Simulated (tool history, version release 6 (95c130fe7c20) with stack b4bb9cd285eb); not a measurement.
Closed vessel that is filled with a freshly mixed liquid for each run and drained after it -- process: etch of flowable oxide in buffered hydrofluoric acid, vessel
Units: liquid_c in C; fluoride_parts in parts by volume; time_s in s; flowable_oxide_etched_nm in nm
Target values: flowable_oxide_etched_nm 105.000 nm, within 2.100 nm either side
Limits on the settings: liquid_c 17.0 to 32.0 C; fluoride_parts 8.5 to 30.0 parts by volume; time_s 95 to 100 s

{"run": 1, "day": 0.0, "liquid_c": 24.0, "fluoride_parts": 23.0, "time_s": 95, "flowable_oxide_etched_nm": 131.82}
{"run": 2, "day": 0.029, "liquid_c": 22.0, "fluoride_parts": 23.0, "time_s": 95, "flowable_oxide_etched_nm": 117.66}
{"run": 3, "day": 0.375, "liquid_c": 22.0, "fluoride_parts": 23.0, "time_s": 95, "flowable_oxide_etched_nm": 118.6}
{"run": 4, "day": 0.596, "liquid_c": 22.0, "fluoride_parts": 20.0, "time_s": 95, "flowable_oxide_etched_nm": 129.89}
{"run": 5, "day": 0.825, "liquid_c": 21.0, "fluoride_parts": 20.0, "time_s": 95, "flowable_oxide_etched_nm": 122.76}
{"run": 6, "day": 1.183, "liquid_c": 22.5, "fluoride_parts": 20.0, "time_s": 95, "flowable_oxide_etched_nm": 132.78}
{"run": 7, "day": 1.367, "liquid_c": 21.5, "fluoride_parts": 20.0, "time_s": 95, "flowable_oxide_etched_nm": 125.68}
{"run": 8, "day": 1.479, "liquid_c": 17.5, "fluoride_parts": 20.0, "time_s": 95, "flowable_oxide_etched_nm": 101.81}

Pick the move, out of 4, that brings all results within their allowed miss; only one does.
{"run": "A", "day": 1.592, "liquid_c": 17.5, "fluoride_parts": 20.5, "time_s": 100, "flowable_oxide_etched_nm": "?"}
{"run": "B", "day": 1.592, "liquid_c": 18.0, "fluoride_parts": 21.5, "time_s": 95, "flowable_oxide_etched_nm": "?"}
{"run": "C", "day": 1.592, "liquid_c": 21.0, "fluoride_parts": 25.5, "time_s": 100, "flowable_oxide_etched_nm": "?"}
{"run": "D", "day": 1.592, "liquid_c": 17.0, "fluoride_parts": 19.0, "time_s": 100, "flowable_oxide_etched_nm": "?"}

move=A flowable_oxide_etched_nm=104.170
move=B flowable_oxide_etched_nm=98.532
move=C flowable_oxide_etched_nm=109.180
move=D flowable_oxide_etched_nm=108.340
A: every result lands within tolerance
B: misses by more than the last run did
C: takes the biggest miss from the last run beyond its target
D: takes the biggest miss from the last run beyond its target
Answer: A
